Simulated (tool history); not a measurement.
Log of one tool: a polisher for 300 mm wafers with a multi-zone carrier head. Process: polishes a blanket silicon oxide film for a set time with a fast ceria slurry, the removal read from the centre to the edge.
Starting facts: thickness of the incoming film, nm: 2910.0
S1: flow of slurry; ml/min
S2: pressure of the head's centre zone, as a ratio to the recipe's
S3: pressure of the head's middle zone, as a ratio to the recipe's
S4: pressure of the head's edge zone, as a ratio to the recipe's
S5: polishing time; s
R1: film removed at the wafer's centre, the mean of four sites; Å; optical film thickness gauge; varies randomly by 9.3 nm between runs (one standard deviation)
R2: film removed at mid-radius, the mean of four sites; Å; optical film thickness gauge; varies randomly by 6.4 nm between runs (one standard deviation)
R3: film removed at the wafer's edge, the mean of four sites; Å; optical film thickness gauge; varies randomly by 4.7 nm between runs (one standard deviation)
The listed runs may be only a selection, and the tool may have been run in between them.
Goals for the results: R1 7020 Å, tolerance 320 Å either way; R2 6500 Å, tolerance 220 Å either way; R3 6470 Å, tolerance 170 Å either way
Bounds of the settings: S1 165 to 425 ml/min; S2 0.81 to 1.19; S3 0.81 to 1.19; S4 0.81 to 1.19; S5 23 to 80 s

{"run": 1, "hour": 0.0, "S1": 275, "S2": 1, "S3": 1, "S4": 1, "S5": 51, "R1": 8638.9, "R2": 8638.9, "R3": 8339.5}
{"run": 2, "hour": 6.9, "S1": 270, "S2": 1, "S3": 0.97, "S4": 0.96, "S5": 48, "R1": 7883.7, "R2": 7646, "R3": 7682.7}
{"run": 3, "hour": 13.5, "S1": 270, "S2": 1, "S3": 0.97, "S4": 0.93, "S5": 48, "R1": 7843.5, "R2": 7852.4, "R3": 7545.7}
{"run": 4, "hour": 19.5, "S1": 220, "S2": 1, "S3": 0.97, "S4": 0.93, "S5": 48, "R1": 7710.5, "R2": 7564.6, "R3": 7431.6}
{"run": 5, "hour": 20.6, "S1": 220, "S2": 1.01, "S3": 0.96, "S4": 0.91, "S5": 47, "R1": 7594.8, "R2": 7493.8, "R3": 7229.9}
{"run": 6, "hour": 21.9, "S1": 220, "S2": 1.02, "S3": 0.94, "S4": 0.89, "S5": 46, "R1": 7594.3, "R2": 7061.1, "R3": 6994.9}
{"run": 7, "hour": 22.8, "S1": 215, "S2": 1.01, "S3": 0.93, "S4": 0.87, "S5": 45, "R1": 7365.9, "R2": 6876.4, "R3": 6837.5}
{"run": 8, "hour": 27.2, "S1": 210, "S2": 1.01, "S3": 0.92, "S4": 0.86, "S5": 45, "R1": 7235.5, "R2": 6772.5, "R3": 6834.6}
{"run": 9, "hour": 33.8, "S1": 205, "S2": 1.01, "S3": 0.92, "S4": 0.85, "S5": 45, "R1": 7361.3, "R2": 6858, "R3": 6712.4}
{"run": 10, "hour": 41.3, "S1": 205, "S2": 1.01, "S3": 0.92, "S4": 0.85, "S5": 45, "R1": 7237.7, "R2": 6833.7, "R3": 6678.6}
{"run": 11, "hour": 45.6, "S1": 200, "S2": 1.01, "S3": 0.91, "S4": 0.84, "S5": 45, "R1": 7125.9, "R2": 6737.7, "R3": 6680.1}

Exactly one of the 4 candidate moves below puts every result within its allowed miss. Which one?
{"run": "A", "hour": 49.9, "S1": 175, "S2": 0.94, "S3": 0.98, "S4": 0.81, "S5": 45, "R1": "?", "R2": "?", "R3": "?"}
{"run": "B", "hour": 49.9, "S1": 165, "S2": 0.97, "S3": 0.89, "S4": 0.81, "S5": 45, "R1": "?", "R2": "?", "R3": "?"}
{"run": "C", "hour": 49.9, "S1": 195, "S2": 0.96, "S3": 0.85, "S4": 0.88, "S5": 47, "R1": "?", "R2": "?", "R3": "?"}
{"run": "D", "hour": 49.9, "S1": 170, "S2": 0.93, "S3": 1, "S4": 0.81, "S5": 45, "R1": "?", "R2": "?", "R3": "?"}

move=A R1=6937.5 R2=7070.6 R3=6495.6
move=B R1=7033.1 R2=6490.6 R3=6479
move=C R1=7411.5 R2=6619.7 R3=7092.7
move=D R1=6872.8 R2=7174.4 R3=6481.9
A: corrects the largest miss of the last run, while another result sits out of spec
B: all results in spec
C: further off than the last run
D: corrects the largest miss of the last run, while another result sits out of spec
The move that meets every target is B.
